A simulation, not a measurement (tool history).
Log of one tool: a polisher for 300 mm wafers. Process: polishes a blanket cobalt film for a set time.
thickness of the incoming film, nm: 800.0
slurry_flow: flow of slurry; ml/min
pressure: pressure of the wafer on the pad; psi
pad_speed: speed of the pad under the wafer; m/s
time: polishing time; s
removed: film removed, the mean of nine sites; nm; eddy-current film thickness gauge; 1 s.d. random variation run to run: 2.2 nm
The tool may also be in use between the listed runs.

run    day  slurry_flow  pressure  pad_speed  time  removed
  1      0          190       2.3       1.06    64    462.2
  2  0.217          155       2.3       1.06    64   447.53
  3  0.358          150       2.1       1.06    64   412.21
  4  0.662          145       1.9       1.06    64   375.85
  5  0.854          145       1.9       1.28    64   450.59
  6  1.083          115       1.9       1.28    64   428.83
  7  1.383          115       1.7       1.28    64   388.72

Run 8 comes next. What will it give?
  8  1.533          115       1.3       1.28    64        ?

{"run 8": {"removed": 317.24}}
